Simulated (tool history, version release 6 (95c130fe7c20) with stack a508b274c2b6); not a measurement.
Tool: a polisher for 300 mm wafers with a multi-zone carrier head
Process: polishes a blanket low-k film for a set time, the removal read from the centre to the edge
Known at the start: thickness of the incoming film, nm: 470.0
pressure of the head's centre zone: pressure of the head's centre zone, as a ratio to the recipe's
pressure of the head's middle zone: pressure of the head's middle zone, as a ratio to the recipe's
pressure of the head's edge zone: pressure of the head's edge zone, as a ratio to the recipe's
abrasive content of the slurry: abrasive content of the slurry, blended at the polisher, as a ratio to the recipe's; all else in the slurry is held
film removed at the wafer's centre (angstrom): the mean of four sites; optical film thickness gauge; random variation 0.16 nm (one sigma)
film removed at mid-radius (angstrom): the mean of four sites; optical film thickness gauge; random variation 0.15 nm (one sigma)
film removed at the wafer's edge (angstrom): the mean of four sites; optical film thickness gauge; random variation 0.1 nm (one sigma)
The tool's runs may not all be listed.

run  hour  flow of slurry (ml/min)  pressure of the head's centre zone  pressure of the head's middle zone  pressure of the head's edge zone  abrasive content of the slurry  polishing time (s)  film removed at the wafer's centre (angstrom)  film removed at mid-radius (angstrom)  film removed at the wafer's edge (angstrom)
  1   0.0                      310                                1.00                                1.00                              1.00                            1.00                  50                                         178.62                                 175.56                                       194.37
  2   3.9                      310                                1.01                                1.00                              0.97                            0.95                  50                                         173.46                                 173.01                                       186.67
  3   8.6                      310                                1.03                                0.99                              0.95                            0.90                  50                                         169.04                                 167.80                                       180.47
  4   9.1                      320                                1.06                                0.98                              0.93                            0.85                  50                                         169.38                                 161.73                                       170.13
  5  10.6                      320                                1.06                                0.98                              0.93                            0.85                  58                                         193.80                                 184.80                                       197.20
  6  12.5                      320                                1.06                                0.90                              0.93                            0.85                  58                                         198.32                                 172.21                                       198.47
  7  15.9                      320                                1.07                                0.91                              0.91                            0.80                  58                                         193.12                                 168.55                                       188.79
  8  21.6                      295                                1.09                                0.95                              0.81                            0.55                  58                                         132.81                                 118.18                                       124.35
  9  26.7                      320                                1.10                                0.96                              0.82                            0.55                  58                                         136.42                                 121.09                                       125.11
     29.7  -- edge zone pressure recalibrated
 10  29.7                      335                                1.11                                0.97                              0.84                            0.55                  58                                         134.67                                 125.17                                       120.60
 11  37.7                      335                                1.11                                0.97                              0.84                            0.55                  58                                         137.84                                 121.62                                       121.55
 12  41.2                      385                                1.19                                1.07                              0.94                            0.80                  58                                         214.74                                 194.04                                       181.17
 13  49.6                      375                                1.17                                1.05                              0.92                            0.80                  58                                         206.02                                 190.31                                       180.40
 14  54.8                      365                                1.16                                1.03                              0.90                            0.80                  58                                         205.70                                 183.47                                       178.99
 15  58.4                      360                                1.15                                1.02                              0.89                            0.80                  58                                         204.38                                 185.10                                       177.71
 16  62.3                      350                                1.14                                1.01                              0.88                            0.80                  58                                         202.61                                 183.70                                       176.47
 17  69.7                      350                                1.13                                1.00                              0.87                            0.80                  58                                         201.43                                 181.87                                       173.66
 18  70.4                      340                                1.12                                0.99                              0.86                            0.80                  58                                         199.33                                 178.91                                       173.31
 19  71.0                      320                                1.06                                0.93                              0.82                            0.55                  58                                         131.12                                 119.55                                       118.88

Run 20 comes next. What will it give?
 20  75.1                      330                                1.08                                0.95                              0.84                            0.55                  58                                              ?                                      ?                                            ?

{"run 20": {"film removed at the wafer's centre (angstrom)": 133.02, "film removed at mid-radius (angstrom)": 119.52, "film removed at the wafer's edge (angstrom)": 120.37}}
